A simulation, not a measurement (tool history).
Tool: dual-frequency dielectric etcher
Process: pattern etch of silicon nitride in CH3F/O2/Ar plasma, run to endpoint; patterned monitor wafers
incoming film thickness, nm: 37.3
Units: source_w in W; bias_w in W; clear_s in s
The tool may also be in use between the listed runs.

run	day	source_w	bias_w	clear_s
1	0	380	96	50.238
2	0.158	360	95	51.589
3	0.492	350	94	52.247
4	0.512	350	106	49.006
5	0.575	350	95	52.14
6	0.692	350	101	50.712
7	0.775	330	100	52.923
8	0.925	320	100	52.474
9	0.954	310	100	53.846

Run 10 comes next. What will it give?
10	1.108	300	100	?

{"run 10": {"clear_s": 53.673}}

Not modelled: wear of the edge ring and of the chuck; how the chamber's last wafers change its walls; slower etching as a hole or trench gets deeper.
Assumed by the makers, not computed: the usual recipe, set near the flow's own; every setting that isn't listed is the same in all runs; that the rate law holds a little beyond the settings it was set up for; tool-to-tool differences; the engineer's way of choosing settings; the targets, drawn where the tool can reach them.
